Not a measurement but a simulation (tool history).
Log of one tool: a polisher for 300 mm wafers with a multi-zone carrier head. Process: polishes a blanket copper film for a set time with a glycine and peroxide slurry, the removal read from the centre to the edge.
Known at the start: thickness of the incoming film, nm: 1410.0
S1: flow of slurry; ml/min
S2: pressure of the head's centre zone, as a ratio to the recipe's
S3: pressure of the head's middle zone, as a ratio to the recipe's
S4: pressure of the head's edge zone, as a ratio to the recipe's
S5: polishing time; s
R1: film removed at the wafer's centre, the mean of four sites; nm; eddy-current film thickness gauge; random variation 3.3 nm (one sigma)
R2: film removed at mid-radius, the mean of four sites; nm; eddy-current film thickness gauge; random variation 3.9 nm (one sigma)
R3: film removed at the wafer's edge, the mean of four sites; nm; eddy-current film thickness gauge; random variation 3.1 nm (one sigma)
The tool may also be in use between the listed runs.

Run 1, hour 0: S1 265 ml/min, S2 1, S3 1, S4 1, S5 56 s. Result: R1 242.48 nm, R2 243.5 nm, R3 244.67 nm.
Run 2, hour 8.4: S1 265 ml/min, S2 1, S3 1, S4 1.08, S5 56 s. Result: R1 242.91 nm, R2 238.56 nm, R3 248.76 nm.
Run 3, hour 10.5: S1 265 ml/min, S2 1, S3 0.95, S4 1.08, S5 56 s. Result: R1 242.76 nm, R2 231.08 nm, R3 251.81 nm.
Run 4, hour 11.4: S1 265 ml/min, S2 0.94, S3 0.95, S4 1.08, S5 56 s. Result: R1 227.61 nm, R2 224.68 nm, R3 243.1 nm.
Run 5, hour 19.3: S1 265 ml/min, S2 0.99, S3 0.95, S4 1.08, S5 56 s. Result: R1 234.86 nm, R2 229.37 nm, R3 248.48 nm.
Run 6, hour 27.2: S1 275 ml/min, S2 1.05, S3 0.95, S4 1.1, S5 58 s. Result: R1 266.19 nm, R2 239.3 nm, R3 257.64 nm.
Run 7, hour 32: S1 265 ml/min, S2 1.05, S3 0.94, S4 1.11, S5 62 s. Result: R1 272.9 nm, R2 252.33 nm, R3 273.47 nm.
Run 8, hour 38.6: S1 280 ml/min, S2 1.06, S3 0.93, S4 1.13, S5 64 s. Result: R1 293.73 nm, R2 257.97 nm, R3 294.14 nm.

The next listed run, before its measurement:
Run 9, hour 41.5: S1 295 ml/min, S2 1.06, S3 0.95, S4 1.13, S5 64 s. Result: R1 ?, R2 ?, R3 ?.

R1: 289.86 nm
R2: 264.28 nm
R3: 294.36 nm

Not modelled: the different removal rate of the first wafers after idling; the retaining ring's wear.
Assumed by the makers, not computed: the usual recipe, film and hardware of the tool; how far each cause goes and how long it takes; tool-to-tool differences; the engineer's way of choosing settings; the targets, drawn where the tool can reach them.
